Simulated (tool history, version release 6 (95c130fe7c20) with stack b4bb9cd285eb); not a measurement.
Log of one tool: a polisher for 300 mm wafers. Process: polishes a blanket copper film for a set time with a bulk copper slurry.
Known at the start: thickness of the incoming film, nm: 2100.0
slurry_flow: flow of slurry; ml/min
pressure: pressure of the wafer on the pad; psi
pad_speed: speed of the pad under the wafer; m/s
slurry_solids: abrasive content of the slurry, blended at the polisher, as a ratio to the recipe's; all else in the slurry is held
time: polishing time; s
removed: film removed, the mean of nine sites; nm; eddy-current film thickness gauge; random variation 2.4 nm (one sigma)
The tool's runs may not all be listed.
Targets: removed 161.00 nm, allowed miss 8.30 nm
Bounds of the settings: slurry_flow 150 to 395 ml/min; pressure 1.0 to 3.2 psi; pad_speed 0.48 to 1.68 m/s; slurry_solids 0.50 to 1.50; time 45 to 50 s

{"run": 1, "hour": 0.0, "slurry_flow": 250, "pressure": 2.1, "pad_speed": 1.08, "slurry_solids": 1.0, "time": 50, "removed": 325.44}
{"run": 2, "hour": 1.2, "slurry_flow": 250, "pressure": 1.9, "pad_speed": 1.08, "slurry_solids": 1.0, "time": 50, "removed": 292.11}
{"run": 3, "hour": 7.6, "slurry_flow": 250, "pressure": 1.7, "pad_speed": 1.06, "slurry_solids": 1.0, "time": 50, "removed": 267.59}
{"run": 4, "hour": 13.3, "slurry_flow": 300, "pressure": 1.7, "pad_speed": 1.06, "slurry_solids": 1.0, "time": 50, "removed": 277.02}
{"run": 5, "hour": 22.2, "slurry_flow": 300, "pressure": 1.4, "pad_speed": 1.06, "slurry_solids": 1.0, "time": 50, "removed": 224.3}
{"run": 6, "hour": 23.3, "slurry_flow": 300, "pressure": 1.4, "pad_speed": 1.06, "slurry_solids": 1.0, "time": 45, "removed": 201.63}
{"run": 7, "hour": 29.2, "slurry_flow": 300, "pressure": 1.0, "pad_speed": 1.0, "slurry_solids": 1.0, "time": 45, "removed": 145.42}
{"run": 8, "hour": 31.3, "slurry_flow": 300, "pressure": 1.0, "pad_speed": 1.0, "slurry_solids": 1.0, "time": 45, "removed": 138.6}
{"run": 9, "hour": 40.1, "slurry_flow": 300, "pressure": 1.0, "pad_speed": 1.0, "slurry_solids": 1.0, "time": 45, "removed": 139.5}
{"run": 10, "hour": 48.6, "slurry_flow": 300, "pressure": 1.0, "pad_speed": 1.0, "slurry_solids": 1.0, "time": 45, "removed": 140.95}
{"run": 11, "hour": 50.5, "slurry_flow": 305, "pressure": 1.0, "pad_speed": 1.0, "slurry_solids": 1.0, "time": 45, "removed": 137.74}
{"run": 12, "hour": 52.3, "slurry_flow": 305, "pressure": 1.4, "pad_speed": 1.02, "slurry_solids": 1.0, "time": 45, "removed": 198.94}
{"run": 13, "hour": 60.6, "slurry_flow": 290, "pressure": 1.4, "pad_speed": 1.02, "slurry_solids": 1.0, "time": 45, "removed": 195.76}
{"run": 14, "hour": 66.4, "slurry_flow": 285, "pressure": 1.0, "pad_speed": 1.0, "slurry_solids": 1.0, "time": 45, "removed": 141.74}

Which of these 4 next moves meets every target?
{"run": "A", "hour": 72.2, "slurry_flow": 280, "pressure": 1.2, "pad_speed": 0.88, "slurry_solids": 1.05, "time": 48, "removed": "?"}
{"run": "B", "hour": 72.2, "slurry_flow": 280, "pressure": 1.3, "pad_speed": 1.0, "slurry_solids": 0.95, "time": 48, "removed": "?"}
{"run": "C", "hour": 72.2, "slurry_flow": 265, "pressure": 1.1, "pad_speed": 0.9, "slurry_solids": 0.95, "time": 48, "removed": "?"}
{"run": "D", "hour": 72.2, "slurry_flow": 265, "pressure": 1.3, "pad_speed": 1.02, "slurry_solids": 0.75, "time": 50, "removed": "?"}

move=A removed=163.84
move=B removed=188.46
move=C removed=147.69
move=D removed=182.68
A: meets every target
B: takes the result that was furthest off past its target
C: nearer than the last run, and not there yet
D: takes the result that was furthest off past its target
Answer: A
